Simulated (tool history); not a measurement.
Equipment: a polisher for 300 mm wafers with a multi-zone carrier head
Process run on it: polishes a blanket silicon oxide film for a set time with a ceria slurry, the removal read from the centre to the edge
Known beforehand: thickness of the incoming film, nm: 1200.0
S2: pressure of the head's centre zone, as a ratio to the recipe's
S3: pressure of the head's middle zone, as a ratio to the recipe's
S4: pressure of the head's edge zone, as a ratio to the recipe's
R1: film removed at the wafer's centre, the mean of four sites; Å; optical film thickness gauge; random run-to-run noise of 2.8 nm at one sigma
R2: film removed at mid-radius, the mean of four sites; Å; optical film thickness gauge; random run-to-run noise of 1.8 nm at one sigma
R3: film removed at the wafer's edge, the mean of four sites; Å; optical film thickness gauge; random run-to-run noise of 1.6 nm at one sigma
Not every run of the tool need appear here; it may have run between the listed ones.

{"run": 1, "day": 0.0, "flow of slurry (ml/min)": 260, "S2": 1, "S3": 1, "S4": 1, "polishing time (s)": 54, "R1": 3733.5, "R2": 3889.5, "R3": 3804.2}
{"run": 2, "day": 0.279, "flow of slurry (ml/min)": 255, "S2": 1, "S3": 0.98, "S4": 0.97, "polishing time (s)": 51, "R1": 3452.3, "R2": 3636.4, "R3": 3558.2}
{"run": 3, "day": 0.333, "flow of slurry (ml/min)": 220, "S2": 1, "S3": 0.98, "S4": 0.97, "polishing time (s)": 51, "R1": 3377.1, "R2": 3509.8, "R3": 3492.6}
{"run": 4, "day": 0.708, "flow of slurry (ml/min)": 165, "S2": 1, "S3": 0.98, "S4": 0.97, "polishing time (s)": 51, "R1": 3263.3, "R2": 3407.8, "R3": 3418.3}
{"run": 5, "day": 0.842, "flow of slurry (ml/min)": 165, "S2": 0.94, "S3": 0.98, "S4": 0.97, "polishing time (s)": 51, "R1": 3024.6, "R2": 3366.1, "R3": 3430.3}
{"run": 6, "day": 1.162, "flow of slurry (ml/min)": 165, "S2": 0.99, "S3": 0.98, "S4": 0.97, "polishing time (s)": 51, "R1": 3169.1, "R2": 3367.5, "R3": 3396.9}
{"run": 7, "day": 1.5, "flow of slurry (ml/min)": 185, "S2": 1.06, "S3": 0.93, "S4": 0.87, "polishing time (s)": 36, "R1": 2499.3, "R2": 2331.2, "R3": 2289.3}
{"run": 8, "day": 1.704, "flow of slurry (ml/min)": 200, "S2": 1.06, "S3": 0.93, "S4": 0.88, "polishing time (s)": 36, "R1": 2534.7, "R2": 2407, "R3": 2334.5}

Run 9 is up next; what results do you expect?
{"run": 9, "day": 1.867, "flow of slurry (ml/min)": 210, "S2": 1.06, "S3": 0.93, "S4": 0.89, "polishing time (s)": 36, "R1": "?", "R2": "?", "R3": "?"}

{"run 9": {"R1": 2603.5, "R2": 2372.1, "R3": 2354.6}}
